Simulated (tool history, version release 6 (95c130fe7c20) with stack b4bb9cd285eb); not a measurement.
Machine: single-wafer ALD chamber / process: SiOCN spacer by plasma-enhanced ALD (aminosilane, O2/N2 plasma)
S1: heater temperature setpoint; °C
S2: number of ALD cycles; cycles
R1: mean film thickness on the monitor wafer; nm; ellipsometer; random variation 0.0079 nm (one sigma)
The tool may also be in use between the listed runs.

{"run": 1, "hour": 0.0, "S1": 415, "S2": 82, "R1": 4.5387}
{"run": 2, "hour": 7.3, "S1": 407, "S2": 82, "R1": 4.6794}
{"run": 3, "hour": 16.2, "S1": 398, "S2": 82, "R1": 4.7646}
{"run": 4, "hour": 21.9, "S1": 408, "S2": 82, "R1": 4.6649}
{"run": 5, "hour": 27.8, "S1": 410, "S2": 80, "R1": 4.5073}
{"run": 6, "hour": 29.2, "S1": 405, "S2": 80, "R1": 4.603}

Estimate the outcome of run 7 from the log above:
{"run": 7, "hour": 35.8, "S1": 408, "S2": 78, "R1": "?"}

R1: 4.4297 nm
